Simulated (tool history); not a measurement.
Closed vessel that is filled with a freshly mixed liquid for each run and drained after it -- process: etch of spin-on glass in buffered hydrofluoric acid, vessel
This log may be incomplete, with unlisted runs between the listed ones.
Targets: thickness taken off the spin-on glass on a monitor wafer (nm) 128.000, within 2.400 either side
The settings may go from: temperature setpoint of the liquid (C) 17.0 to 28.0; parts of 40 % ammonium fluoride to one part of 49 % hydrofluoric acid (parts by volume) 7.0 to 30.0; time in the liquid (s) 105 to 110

run,hour,temperature setpoint of the liquid (C),parts of 40 % ammonium fluoride to one part of 49 % hydrofluoric acid (parts by volume),time in the liquid (s),thickness taken off the spin-on glass on a monitor wafer (nm)
1,0.0,20.0,20.0,105,73.223
2,6.7,22.5,19.0,105,88.878
3,15.0,25.5,19.0,105,105.210
4,19.2,25.5,16.5,105,119.940
5,21.8,25.5,13.5,105,147.210
6,30.8,26.5,13.5,105,155.570
7,34.0,25.5,13.5,105,146.560
8,37.4,24.5,13.5,105,139.340
9,38.7,24.0,13.5,105,135.110
10,46.1,23.5,13.5,105,131.670

Below are 4 possible settings for the next run. Only one of them brings all results inside the allowed miss of their targets. Which is it?
A,53.5,22.0,13.5,110,?
B,53.5,23.5,13.5,110,?
C,53.5,24.5,14.0,105,?
D,53.5,21.0,12.0,110,?

move,thickness taken off the spin-on glass on a monitor wafer (nm)
A,127.690
B,138.680
C,134.910
D,135.570
A: meets every target
B: the biggest miss grows against the last run
C: the biggest miss grows against the last run
D: the biggest miss grows against the last run
So the answer is move A, the one that meets all the targets.
